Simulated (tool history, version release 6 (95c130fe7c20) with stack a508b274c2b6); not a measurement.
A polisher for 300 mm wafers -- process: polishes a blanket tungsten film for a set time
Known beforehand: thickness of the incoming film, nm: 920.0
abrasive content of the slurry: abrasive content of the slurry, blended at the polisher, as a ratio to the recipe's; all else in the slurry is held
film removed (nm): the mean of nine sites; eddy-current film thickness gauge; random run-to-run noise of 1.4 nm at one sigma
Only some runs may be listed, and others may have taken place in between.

| run | hour | flow of slurry (ml/min) | pressure of the wafer on the pad (kPa) | speed of the pad under the wafer (cm/s) | abrasive content of the slurry | polishing time (s) | film removed (nm) |
|---|---|---|---|---|---|---|---|
| 1 | 0 | 290 | 31 | 112 | 1 | 30 | 219.47 |
| 2 | 4.7 | 290 | 27.6 | 112 | 1 | 30 | 190.46 |
| 3 | 5.5 | 290 | 25.5 | 112 | 1 | 30 | 178.94 |
| 4 | 14.3 | 290 | 23.4 | 112 | 1 | 30 | 166.42 |
| 5 | 21.5 | 290 | 22.1 | 112 | 1 | 30 | 159.45 |
| 6 | 23.2 | 290 | 29 | 112 | 1 | 30 | 204.7 |
| 7 | 30.7 | 290 | 26.2 | 112 | 1 | 30 | 184.63 |
| 8 | 36.1 | 290 | 24.1 | 112 | 1 | 30 | 170.33 |
| 9 | 39.6 | 290 | 24.1 | 112 | 1 | 30 | 174.36 |
| 10 | 46.1 | 290 | 22.1 | 112 | 1 | 30 | 156.73 |

What will run 11 give?
| 11 | 51.6 | 290 | 20.7 | 112 | 1 | 30 | ? |

{"run 11": {"film removed (nm)": 144.9}}
